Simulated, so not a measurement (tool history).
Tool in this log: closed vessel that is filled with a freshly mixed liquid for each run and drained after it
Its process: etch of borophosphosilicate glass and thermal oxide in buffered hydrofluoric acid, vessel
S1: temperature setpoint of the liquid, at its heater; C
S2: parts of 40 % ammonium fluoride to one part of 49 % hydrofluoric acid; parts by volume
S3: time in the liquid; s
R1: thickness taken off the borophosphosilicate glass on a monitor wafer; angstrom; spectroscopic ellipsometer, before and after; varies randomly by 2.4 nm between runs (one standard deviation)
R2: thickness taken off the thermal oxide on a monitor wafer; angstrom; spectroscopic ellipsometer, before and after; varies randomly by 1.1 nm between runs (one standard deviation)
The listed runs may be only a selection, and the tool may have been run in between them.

run 1 hour=0.0 | S1=24.0 S2=7.0 S3=60 | R1=2003.7 R2=952.25
run 2 hour=7.8 | S1=25.0 S2=7.0 S3=60 | R1=2113.1 R2=1004.70
run 3 hour=16.6 | S1=26.5 S2=7.0 S3=60 | R1=2302.4 R2=1070.90
run 4 hour=21.4 | S1=27.0 S2=7.0 S3=60 | R1=2362.1 R2=1102.20
run 5 hour=23.9 | S1=27.0 S2=7.0 S3=45 | R1=1747.3 R2=838.77
run 6 hour=27.5 | S1=29.5 S2=7.0 S3=45 | R1=1991.4 R2=964.97
-- hour=33.3 thermometer replaced
run 7 hour=33.3 | S1=30.0 S2=6.5 S3=45 | R1=2407.6 R2=1153.50
run 8 hour=36.0 | S1=30.5 S2=6.5 S3=45 | R1=2479.5 R2=1191.50
run 9 hour=40.2 | S1=31.0 S2=6.5 S3=45 | R1=2530.7 R2=1231.70
run 10 hour=45.4 | S1=31.5 S2=6.5 S3=45 | R1=2585.9 R2=1252.00

Run 11 is up next; what results do you expect?
run 11 hour=50.8 | S1=31.5 S2=6.5 S3=50 | R1=? R2=?

R1: 2901.2 angstrom
R2: 1391.90 angstrom
